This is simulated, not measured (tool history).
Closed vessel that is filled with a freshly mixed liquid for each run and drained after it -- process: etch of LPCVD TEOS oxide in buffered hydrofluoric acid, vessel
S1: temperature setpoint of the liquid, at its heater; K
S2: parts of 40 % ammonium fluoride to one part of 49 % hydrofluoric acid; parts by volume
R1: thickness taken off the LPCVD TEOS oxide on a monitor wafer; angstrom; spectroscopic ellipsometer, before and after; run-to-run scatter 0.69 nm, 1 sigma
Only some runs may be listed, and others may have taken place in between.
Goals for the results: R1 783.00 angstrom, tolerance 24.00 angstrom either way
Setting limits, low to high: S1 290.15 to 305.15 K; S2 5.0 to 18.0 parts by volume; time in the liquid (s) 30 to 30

{"run": 1, "hour": 0.0, "S1": 297.15, "S2": 11.0, "time in the liquid (s)": 30, "R1": 1588.8}
{"run": 2, "hour": 1.8, "S1": 295.65, "S2": 12.0, "time in the liquid (s)": 30, "R1": 1344.9}
{"run": 3, "hour": 9.2, "S1": 294.65, "S2": 12.5, "time in the liquid (s)": 30, "R1": 1225.6}
{"run": 4, "hour": 15.4, "S1": 294.65, "S2": 11.5, "time in the liquid (s)": 30, "R1": 1339.9}
{"run": 5, "hour": 16.7, "S1": 293.65, "S2": 12.0, "time in the liquid (s)": 30, "R1": 1200.4}
{"run": 6, "hour": 24.3, "S1": 293.65, "S2": 15.0, "time in the liquid (s)": 30, "R1": 964.94}
{"run": 7, "hour": 27.9, "S1": 293.15, "S2": 15.0, "time in the liquid (s)": 30, "R1": 935.12}
{"run": 8, "hour": 32.1, "S1": 293.15, "S2": 15.0, "time in the liquid (s)": 30, "R1": 942.67}
{"run": 9, "hour": 36.6, "S1": 292.65, "S2": 15.0, "time in the liquid (s)": 30, "R1": 920.13}
{"run": 10, "hour": 39.8, "S1": 292.15, "S2": 15.0, "time in the liquid (s)": 30, "R1": 892.09}
{"run": 11, "hour": 45.2, "S1": 291.65, "S2": 15.0, "time in the liquid (s)": 30, "R1": 872.21}
{"run": 12, "hour": 48.5, "S1": 291.15, "S2": 15.0, "time in the liquid (s)": 30, "R1": 828.85}
{"run": 13, "hour": 49.4, "S1": 291.15, "S2": 15.0, "time in the liquid (s)": 30, "R1": 839.91}
{"run": 14, "hour": 52.2, "S1": 290.65, "S2": 15.0, "time in the liquid (s)": 30, "R1": 821.08}
{"run": 15, "hour": 53.8, "S1": 290.65, "S2": 15.0, "time in the liquid (s)": 30, "R1": 817.15}

Pick the move, out of 4, that brings all results within their allowed miss; only one does.
{"run": "A", "hour": 55.4, "S1": 291.15, "S2": 14.5, "time in the liquid (s)": 30, "R1": "?"}
{"run": "B", "hour": 55.4, "S1": 291.65, "S2": 15.5, "time in the liquid (s)": 30, "R1": "?"}
{"run": "C", "hour": 55.4, "S1": 290.65, "S2": 15.5, "time in the liquid (s)": 30, "R1": "?"}
{"run": "D", "hour": 55.4, "S1": 292.65, "S2": 16.5, "time in the liquid (s)": 30, "R1": "?"}

move=A R1=884.59
move=B R1=852.23
move=C R1=805.15
move=D R1=847.86
A: moves away from the targets compared with the last run
B: moves away from the targets compared with the last run
C: in spec on every target
D: moves away from the targets compared with the last run
The right move is C.
